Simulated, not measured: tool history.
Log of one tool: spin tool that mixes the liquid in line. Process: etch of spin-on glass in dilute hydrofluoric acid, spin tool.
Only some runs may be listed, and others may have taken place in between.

run,hour,temperature setpoint of the liquid (C),parts of water to one part of 49 % hydrofluoric acid (parts by volume),time under the liquid (s),thickness taken off the spin-on glass on a monitor wafer (angstrom)
1,0.0,20.0,205,310,291.90
2,1.9,21.5,205,310,314.62
3,10.7,23.0,200,310,337.87
4,14.7,24.0,190,310,373.22
5,22.0,25.0,185,310,403.72
6,24.5,28.0,185,310,454.89
7,32.5,28.0,165,310,513.91

Estimate the outcome of run 8 from the log above:
8,39.4,28.0,165,310,?

Run 8 measured thickness taken off the spin-on glass on a monitor wafer (angstrom) 516.87.

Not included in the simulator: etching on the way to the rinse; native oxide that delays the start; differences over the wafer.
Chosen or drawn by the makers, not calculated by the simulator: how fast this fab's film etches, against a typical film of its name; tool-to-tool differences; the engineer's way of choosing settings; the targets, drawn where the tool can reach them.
